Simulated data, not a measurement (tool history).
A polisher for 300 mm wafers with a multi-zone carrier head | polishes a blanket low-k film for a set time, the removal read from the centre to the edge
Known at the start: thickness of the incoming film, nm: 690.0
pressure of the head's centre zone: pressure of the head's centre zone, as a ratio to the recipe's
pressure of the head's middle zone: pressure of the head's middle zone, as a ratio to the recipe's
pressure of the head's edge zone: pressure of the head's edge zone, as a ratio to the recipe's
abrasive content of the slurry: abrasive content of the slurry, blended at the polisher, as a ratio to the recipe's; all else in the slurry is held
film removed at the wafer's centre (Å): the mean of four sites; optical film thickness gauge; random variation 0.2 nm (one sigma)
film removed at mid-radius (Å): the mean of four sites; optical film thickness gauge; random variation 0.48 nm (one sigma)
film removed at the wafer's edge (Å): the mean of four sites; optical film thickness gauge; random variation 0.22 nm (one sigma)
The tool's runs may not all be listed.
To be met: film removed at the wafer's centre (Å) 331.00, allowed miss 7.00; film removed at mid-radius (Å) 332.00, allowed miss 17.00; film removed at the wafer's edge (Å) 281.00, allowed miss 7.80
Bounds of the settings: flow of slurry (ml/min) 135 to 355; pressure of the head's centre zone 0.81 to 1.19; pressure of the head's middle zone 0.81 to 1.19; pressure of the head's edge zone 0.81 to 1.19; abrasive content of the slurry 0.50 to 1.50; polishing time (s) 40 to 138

| run | hour | flow of slurry (ml/min) | pressure of the head's centre zone | pressure of the head's middle zone | pressure of the head's edge zone | abrasive content of the slurry | polishing time (s) | film removed at the wafer's centre (Å) | film removed at mid-radius (Å) | film removed at the wafer's edge (Å) |
|---|---|---|---|---|---|---|---|---|---|---|
| 1 | 0.0 | 225 | 1.00 | 1.00 | 1.00 | 1.00 | 88 | 297.30 | 306.06 | 314.02 |
| 2 | 6.7 | 235 | 1.02 | 1.01 | 0.98 | 1.00 | 88 | 305.38 | 303.92 | 316.65 |
| 3 | 13.0 | 255 | 1.02 | 1.01 | 0.98 | 1.00 | 88 | 311.12 | 320.84 | 320.78 |
| 4 | 16.9 | 260 | 1.04 | 1.03 | 0.96 | 0.95 | 88 | 311.61 | 318.68 | 311.46 |
| 5 | 23.7 | 265 | 1.05 | 1.04 | 0.94 | 0.95 | 88 | 317.28 | 328.19 | 308.49 |
| 6 | 29.0 | 265 | 1.06 | 1.04 | 0.92 | 0.95 | 88 | 315.33 | 315.64 | 306.91 |
| 7 | 35.2 | 270 | 1.07 | 1.05 | 0.91 | 0.90 | 88 | 317.10 | 328.93 | 304.30 |
| 8 | 44.0 | 275 | 1.08 | 1.05 | 0.90 | 0.85 | 88 | 314.93 | 318.97 | 293.29 |
| 9 | 50.4 | 280 | 1.09 | 1.05 | 0.89 | 0.85 | 88 | 319.41 | 309.25 | 288.07 |

4 next moves are on the table. One of them brings every result within its allowed miss. Which?
| A | 56.8 | 310 | 1.18 | 1.08 | 0.89 | 0.80 | 90 | ? | ? | ? |
| B | 56.8 | 345 | 1.14 | 1.14 | 0.84 | 0.90 | 83 | ? | ? | ? |
| C | 56.8 | 305 | 1.14 | 1.18 | 0.82 | 0.80 | 83 | ? | ? | ? |
| D | 56.8 | 260 | 1.11 | 1.11 | 0.88 | 0.80 | 88 | ? | ? | ? |

| move | film removed at the wafer's centre (Å) | film removed at mid-radius (Å) | film removed at the wafer's edge (Å) |
|---|---|---|---|
| A | 349.47 | 327.42 | 295.17 |
| B | 330.51 | 335.28 | 281.10 |
| C | 310.79 | 325.25 | 263.13 |
| D | 312.63 | 319.86 | 281.96 |
A: takes the result that was furthest off past its target
B: meets every target
C: further off than the last run
D: further off than the last run
Move B is the one to make.
